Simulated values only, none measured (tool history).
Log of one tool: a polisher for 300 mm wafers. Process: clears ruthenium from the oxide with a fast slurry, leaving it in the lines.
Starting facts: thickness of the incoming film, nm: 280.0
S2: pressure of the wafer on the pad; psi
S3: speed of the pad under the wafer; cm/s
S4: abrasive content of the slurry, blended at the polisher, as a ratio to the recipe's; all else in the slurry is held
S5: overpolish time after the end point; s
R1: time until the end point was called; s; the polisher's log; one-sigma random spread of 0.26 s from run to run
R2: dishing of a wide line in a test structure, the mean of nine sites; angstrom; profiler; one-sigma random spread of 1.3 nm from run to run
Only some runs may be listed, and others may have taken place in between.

Run 1, hour 0: flow of slurry (ml/min) 170, S2 3.4 psi, S3 122 cm/s, S4 1, S5 17 s. Result: R1 37.439 s, R2 799.87 angstrom.
Run 2, hour 5.7: flow of slurry (ml/min) 190, S2 3.4 psi, S3 122 cm/s, S4 1, S5 17 s. Result: R1 37.319 s, R2 792.59 angstrom.
Run 3, hour 14.5: flow of slurry (ml/min) 190, S2 3.4 psi, S3 122 cm/s, S4 1.2, S5 17 s. Result: R1 33.621 s, R2 853.05 angstrom.
Run 4, hour 16.5: flow of slurry (ml/min) 190, S2 3.4 psi, S3 146 cm/s, S4 1.2, S5 17 s. Result: R1 28.692 s, R2 975.67 angstrom.
Run 5, hour 25.4: flow of slurry (ml/min) 190, S2 3.4 psi, S3 146 cm/s, S4 1.3, S5 17 s. Result: R1 27.667 s, R2 987.46 angstrom.
Run 6, hour 30.4: flow of slurry (ml/min) 190, S2 3.4 psi, S3 146 cm/s, S4 1.4, S5 17 s. Result: R1 26.417 s, R2 1024 angstrom.

For run 7, what comes out?
Run 7, hour 31.1: flow of slurry (ml/min) 190, S2 3.5 psi, S3 146 cm/s, S4 1.4, S5 16 s. Result: R1 ?, R2 ?.

{"run 7": {"R1": 25.995, "R2": 999.33}}

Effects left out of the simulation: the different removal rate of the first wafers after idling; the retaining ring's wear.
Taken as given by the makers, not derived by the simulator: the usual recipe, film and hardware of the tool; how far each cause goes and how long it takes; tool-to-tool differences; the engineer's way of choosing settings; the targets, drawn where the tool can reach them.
